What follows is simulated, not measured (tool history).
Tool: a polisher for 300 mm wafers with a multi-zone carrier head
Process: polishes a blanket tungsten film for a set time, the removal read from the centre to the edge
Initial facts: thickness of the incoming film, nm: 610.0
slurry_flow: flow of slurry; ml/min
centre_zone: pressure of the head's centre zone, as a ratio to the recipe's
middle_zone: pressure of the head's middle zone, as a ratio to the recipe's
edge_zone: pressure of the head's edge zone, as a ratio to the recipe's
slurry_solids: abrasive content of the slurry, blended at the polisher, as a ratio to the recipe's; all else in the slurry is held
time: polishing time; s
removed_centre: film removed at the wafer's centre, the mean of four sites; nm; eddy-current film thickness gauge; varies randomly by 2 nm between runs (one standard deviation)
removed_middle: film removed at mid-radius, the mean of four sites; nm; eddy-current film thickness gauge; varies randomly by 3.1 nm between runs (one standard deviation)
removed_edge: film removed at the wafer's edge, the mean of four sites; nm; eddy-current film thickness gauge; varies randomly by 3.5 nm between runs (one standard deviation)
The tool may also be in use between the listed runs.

run,hour,slurry_flow,centre_zone,middle_zone,edge_zone,slurry_solids,time,removed_centre,removed_middle,removed_edge
1,0,240,1,1,1,1,56,229.93,206.56,203.67
2,7.2,240,1,0.95,1,1,56,231.71,196.86,206.15
3,10.3,240,0.95,0.95,1,1,56,219.46,195.85,210.47
4,18.4,250,0.92,1.02,1.03,1.15,57,220.76,222.82,220.82
5,19.7,250,0.92,0.97,1.03,1.15,57,222.53,210.63,217.5
6,25.1,245,0.89,1.01,1.05,1.25,59,224.23,236.41,235.64
# hour 29.4: centre zone pressure recalibrated
7,29.4,245,0.89,1.01,1.05,1.25,59,202.28,232.18,234.35
8,35.5,265,0.89,1.03,1.06,1.3,60,211.28,243.42,239.64
9,39.7,265,0.9,1.04,1.06,1.35,61,216.25,249.52,244.1
10,43.1,265,0.9,1.05,1.06,1.35,62,222.58,262.97,251.55

Run 11 has not been measured yet. What should we expect?
11,51,265,0.9,1.06,1.06,1.35,62,?,?,?

Logged for run 11: removed_centre 217.23 nm, removed_middle 259.55 nm, removed_edge 243.6 nm.

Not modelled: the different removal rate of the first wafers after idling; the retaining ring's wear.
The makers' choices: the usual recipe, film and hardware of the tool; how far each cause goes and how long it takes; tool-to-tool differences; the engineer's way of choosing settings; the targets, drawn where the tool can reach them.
